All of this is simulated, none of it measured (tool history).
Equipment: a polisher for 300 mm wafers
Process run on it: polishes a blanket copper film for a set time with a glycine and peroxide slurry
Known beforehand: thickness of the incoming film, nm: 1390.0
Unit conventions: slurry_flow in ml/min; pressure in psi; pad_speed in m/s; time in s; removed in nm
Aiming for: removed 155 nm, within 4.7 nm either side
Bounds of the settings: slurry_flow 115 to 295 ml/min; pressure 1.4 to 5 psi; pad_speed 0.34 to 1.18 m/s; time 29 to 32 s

run    day  slurry_flow  pressure  pad_speed  time  removed
  1      0          190       3.2       0.76    32   176.68
  2  0.083          185         3       0.76    32    166.6
  3  0.196          185         3       0.76    32   167.44
  4   0.45          185         3       0.94    32   197.83
  5  0.542          185       2.5       0.94    32   168.82
  6  0.762          180       2.4       0.94    32   165.31
  7  1.033          175       2.1       0.94    32   145.57
  8  1.196          175       2.1       0.94    32   148.05
  9  1.375          185       2.3       0.94    32   159.98

Which of these 5 next moves meets every target?
  A  1.554          140       3.1        0.8    32        ?
  B  1.554          225       2.6       0.96    29        ?
  C  1.554          165       2.5       0.98    31        ?
  D  1.554          155       2.2       1.06    30        ?
  E  1.554          200       2.4       1.04    32        ?

move  removed
   A   167.73
   B   165.36
   C   166.19
   D   152.81
   E    179.6
A: its largest miss is bigger than the last run's
B: its largest miss is bigger than the last run's
C: its largest miss is bigger than the last run's
D: meets every target
E: its largest miss is bigger than the last run's
The right move is D.
